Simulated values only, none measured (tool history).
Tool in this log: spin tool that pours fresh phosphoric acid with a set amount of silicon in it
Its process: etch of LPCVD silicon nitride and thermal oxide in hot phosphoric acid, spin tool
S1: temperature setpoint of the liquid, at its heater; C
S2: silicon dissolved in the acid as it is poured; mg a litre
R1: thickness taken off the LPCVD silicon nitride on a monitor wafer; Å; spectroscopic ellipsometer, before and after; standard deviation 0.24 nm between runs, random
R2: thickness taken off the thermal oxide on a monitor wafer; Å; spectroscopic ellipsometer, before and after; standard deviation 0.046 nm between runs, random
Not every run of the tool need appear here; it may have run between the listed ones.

run 1 hour=0 | S1=161 S2=10.5 time_under_the_liquid_(s)=180 | R1=179.3 R2=4.5394
run 2 hour=3 | S1=162 S2=8.5 time_under_the_liquid_(s)=195 | R1=204.28 R2=5.4312
run 3 hour=10.2 | S1=163 S2=6 time_under_the_liquid_(s)=200 | R1=214.82 R2=6.2304
run 4 hour=18.3 | S1=163 S2=6 time_under_the_liquid_(s)=150 | R1=162.06 R2=4.7295
run 5 hour=22.6 | S1=163.5 S2=4.5 time_under_the_liquid_(s)=170 | R1=183.47 R2=6.0068
run 6 hour=29.8 | S1=164 S2=4.5 time_under_the_liquid_(s)=185 | R1=206.73 R2=6.7176
-- hour=37.1 dissolved silicon flow meter replaced
run 7 hour=37.1 | S1=164.5 S2=4.5 time_under_the_liquid_(s)=195 | R1=217.64 R2=6.6961
run 8 hour=42.2 | S1=164.5 S2=3.5 time_under_the_liquid_(s)=205 | R1=233.91 R2=7.6461
run 9 hour=46.6 | S1=165 S2=3 time_under_the_liquid_(s)=210 | R1=240.15 R2=8.2318

For run 10, what comes out?
run 10 hour=52.8 | S1=165 S2=3 time_under_the_liquid_(s)=215 | R1=? R2=?

Run 10 yielded R1 246.54 Å, R2 8.3532 Å.

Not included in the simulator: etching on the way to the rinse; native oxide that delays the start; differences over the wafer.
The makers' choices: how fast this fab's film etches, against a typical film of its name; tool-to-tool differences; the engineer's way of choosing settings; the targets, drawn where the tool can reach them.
